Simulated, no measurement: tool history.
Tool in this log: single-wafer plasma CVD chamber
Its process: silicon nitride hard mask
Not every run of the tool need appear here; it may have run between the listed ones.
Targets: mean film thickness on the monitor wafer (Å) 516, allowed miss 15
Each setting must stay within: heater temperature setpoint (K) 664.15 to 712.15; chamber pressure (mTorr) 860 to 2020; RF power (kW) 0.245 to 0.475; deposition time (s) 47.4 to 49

run,hour,heater temperature setpoint (K),chamber pressure (mTorr),RF power (kW),deposition time (s),mean film thickness on the monitor wafer (Å)
1,0,688.15,1440,0.36,47.4,578.81
2,3.5,692.15,1440,0.36,47.4,582.94
3,12,701.15,1440,0.36,47.4,577.13
4,16.7,701.15,1440,0.38,47.4,604.08
5,21.5,701.15,1380,0.375,47.4,594.34
6,26.5,709.15,1380,0.375,47.4,589.06
7,28.6,709.15,1330,0.37,47.4,573.88
8,32.3,709.15,1280,0.365,47.4,557.8
9,37.8,709.15,1250,0.365,47.4,552.15
10,38.9,709.15,1220,0.365,47.4,548.61
11,45.5,709.15,1190,0.365,47.4,545.84
12,52.7,709.15,1160,0.365,47.4,535.89
13,54.4,709.15,1140,0.365,47.4,531.5

Which one of the following 4 next-run settings gets every result inside its allowed miss? There is exactly one.
A,56.1,703.15,1400,0.315,47.4,?
B,56.1,712.15,1320,0.37,47.4,?
C,56.1,703.15,1150,0.365,49,?
D,56.1,712.15,1260,0.35,49,?

move,mean film thickness on the monitor wafer (Å)
A,510.54
B,566.17
C,550.08
D,550.15
A: every result within its allowed miss
B: its largest miss is bigger than the last run's
C: its largest miss is bigger than the last run's
D: its largest miss is bigger than the last run's
Move A is the one to make.
